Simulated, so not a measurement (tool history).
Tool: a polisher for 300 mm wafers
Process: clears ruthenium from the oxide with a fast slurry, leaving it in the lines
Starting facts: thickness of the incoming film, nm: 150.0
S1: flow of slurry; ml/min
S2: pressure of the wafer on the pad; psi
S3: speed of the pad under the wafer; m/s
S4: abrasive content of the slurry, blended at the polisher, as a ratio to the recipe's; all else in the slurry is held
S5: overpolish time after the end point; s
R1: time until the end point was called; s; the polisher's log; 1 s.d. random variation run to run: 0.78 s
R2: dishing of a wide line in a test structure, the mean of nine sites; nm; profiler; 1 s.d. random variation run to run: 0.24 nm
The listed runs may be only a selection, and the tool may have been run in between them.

{"run": 1, "hour": 0.0, "S1": 195, "S2": 2, "S3": 0.98, "S4": 1, "S5": 15, "R1": 41.28, "R2": 39.449}
{"run": 2, "hour": 5.2, "S1": 180, "S2": 2, "S3": 0.98, "S4": 1, "S5": 15, "R1": 42.518, "R2": 38.313}
{"run": 3, "hour": 10.0, "S1": 180, "S2": 2, "S3": 0.98, "S4": 1.15, "S5": 15, "R1": 40.41, "R2": 40.119}
{"run": 4, "hour": 16.1, "S1": 180, "S2": 2, "S3": 1.2, "S4": 1.15, "S5": 15, "R1": 33.611, "R2": 48.284}
{"run": 5, "hour": 19.3, "S1": 180, "S2": 2, "S3": 1.2, "S4": 1.25, "S5": 15, "R1": 32.891, "R2": 50.336}
{"run": 6, "hour": 25.8, "S1": 190, "S2": 1.9, "S3": 1.16, "S4": 1.2, "S5": 13, "R1": 34.332, "R2": 40.236}
{"run": 7, "hour": 28.7, "S1": 200, "S2": 1.6, "S3": 1.16, "S4": 1.2, "S5": 12, "R1": 39.123, "R2": 33.384}
{"run": 8, "hour": 37.7, "S1": 235, "S2": 1.1, "S3": 1.16, "S4": 1.2, "S5": 7, "R1": 51.633, "R2": 15.74}

Forecast run 9:
{"run": 9, "hour": 41.5, "S1": 220, "S2": 1.2, "S3": 1.16, "S4": 1.2, "S5": 8, "R1": "?", "R2": "?"}

{"run 9": {"R1": 47.635, "R2": 19.072}}
